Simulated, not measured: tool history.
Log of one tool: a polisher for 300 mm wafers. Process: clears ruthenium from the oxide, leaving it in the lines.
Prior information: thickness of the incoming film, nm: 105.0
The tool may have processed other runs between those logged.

| run | day | flow of slurry (ml/min) | pressure of the wafer on the pad (kPa) | speed of the pad under the wafer (m/s) | overpolish time after the end point (s) | time until the end point was called (s) |
|---|---|---|---|---|---|---|
| 1 | 0.000 | 220 | 13.1 | 0.94 | 38 | 94.157 |
| 2 | 0.183 | 220 | 12.4 | 0.94 | 38 | 101.380 |
| 3 | 0.292 | 220 | 11.7 | 0.94 | 38 | 104.430 |
| 4 | 0.629 | 220 | 11.0 | 0.94 | 38 | 110.430 |
|  | 1.000 | slurry nozzle cleaned |
| 5 | 1.000 | 220 | 11.0 | 1.08 | 38 | 91.764 |
| 6 | 1.362 | 220 | 13.1 | 1.08 | 38 | 79.396 |

The next listed run, before its measurement:
| 7 | 1.492 | 220 | 12.4 | 1.06 | 38 | ? |

{"run 7": {"time until the end point was called (s)": 86.254}}
